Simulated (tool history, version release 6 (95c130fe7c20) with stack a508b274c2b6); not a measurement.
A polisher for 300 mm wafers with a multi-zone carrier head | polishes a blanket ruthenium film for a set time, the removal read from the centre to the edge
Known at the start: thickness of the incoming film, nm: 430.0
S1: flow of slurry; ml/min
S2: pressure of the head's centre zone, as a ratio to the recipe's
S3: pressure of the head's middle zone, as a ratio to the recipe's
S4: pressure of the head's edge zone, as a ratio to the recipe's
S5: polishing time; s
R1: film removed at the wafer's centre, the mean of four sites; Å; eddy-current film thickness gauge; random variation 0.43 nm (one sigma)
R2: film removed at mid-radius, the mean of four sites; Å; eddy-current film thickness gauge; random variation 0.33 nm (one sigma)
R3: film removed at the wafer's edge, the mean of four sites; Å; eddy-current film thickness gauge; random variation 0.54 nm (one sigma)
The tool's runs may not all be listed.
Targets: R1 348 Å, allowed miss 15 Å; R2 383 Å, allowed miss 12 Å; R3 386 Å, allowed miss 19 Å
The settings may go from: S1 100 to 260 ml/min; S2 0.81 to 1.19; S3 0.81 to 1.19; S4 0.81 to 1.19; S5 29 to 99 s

run,hour,S1,S2,S3,S4,S5,R1,R2,R3
1,0,165,1,1,1,64,510.24,501.41,513.37
2,8.1,160,0.96,0.99,0.97,61,450.51,474.68,479.03
3,10.7,155,0.95,0.97,0.94,59,425.99,453.55,462.01
4,14.8,155,0.95,0.96,0.92,56,415.21,426.49,435.36
5,20.1,195,0.95,0.96,0.92,56,433.69,442.55,438.07
6,24.3,225,0.95,0.96,0.92,56,433.18,446.21,460.81
7,25.3,215,0.93,0.94,0.89,55,409.89,437.6,418.74
8,26.8,205,0.91,0.91,0.9,54,390.54,410.95,414.86
9,34.5,195,0.9,0.9,0.89,54,385.74,404.11,417.91
10,37.5,190,0.89,0.89,0.87,54,383.46,398.52,405.37
11,40,185,0.87,0.89,0.86,54,375.04,401.09,407.28
12,47.6,180,0.86,0.88,0.85,54,371.61,395.15,407.9

4 next moves are on the table. One of them brings every result within its allowed miss. Which?
A,55.2,100,0.95,0.85,0.82,60,?,?,?
B,55.2,205,0.85,0.9,0.84,51,?,?,?
C,55.2,225,0.81,0.99,0.83,50,?,?,?
D,55.2,175,0.94,0.88,0.89,55,?,?,?

move,R1,R2,R3
A,410.49,391.57,417.11
B,352.45,387.87,386.9
C,333.41,414.67,379.99
D,411.19,402.52,422.01
A: further off than the last run
B: meets every target
C: brings the result that was furthest off to its target, and leaves another outside
D: further off than the last run
Answer: B
